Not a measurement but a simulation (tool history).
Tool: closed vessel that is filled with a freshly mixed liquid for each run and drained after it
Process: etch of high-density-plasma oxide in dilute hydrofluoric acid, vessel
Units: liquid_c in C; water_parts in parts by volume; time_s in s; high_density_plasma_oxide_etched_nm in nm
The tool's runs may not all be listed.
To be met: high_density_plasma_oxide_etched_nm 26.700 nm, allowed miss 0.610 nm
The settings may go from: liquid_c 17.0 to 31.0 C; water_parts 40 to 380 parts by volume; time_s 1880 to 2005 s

run  hour  liquid_c  water_parts  time_s  high_density_plasma_oxide_etched_nm
  1   0.0      23.0          210    1880                               42.020
  2   8.1      23.0          135    1880                               70.573
  3  13.9      22.0          150    1880                               60.045
  4  18.4      21.5          160    1880                               54.824
  5  27.9      21.0          170    1880                               50.312
  6  33.3      20.5          180    1880                               46.295
  7  37.6      20.0          190    1880                               42.031
  8  43.0      19.5          195    1880                               40.295
  9  51.4      19.0          200    1880                               38.243
 10  60.5      18.5          205    1880                               36.580
 11  68.3      17.0          260    1880                               25.628

Which of these 5 next moves meets every target?
  A  76.1      17.0          270    1950                                    ?
  B  76.1      18.5          270    1930                                    ?
  C  76.1      17.0          275    1990                                    ?
  D  76.1      17.0          275    1985                                    ?
  E  76.1      18.5          285    1950                                    ?

move  high_density_plasma_oxide_etched_nm
   A                               25.411
   B                               26.630
   C                               25.352
   D                               25.289
   E                               25.156
A: further off than the last run
B: meets every target
C: further off than the last run
D: further off than the last run
E: further off than the last run
Move B is the one to make.
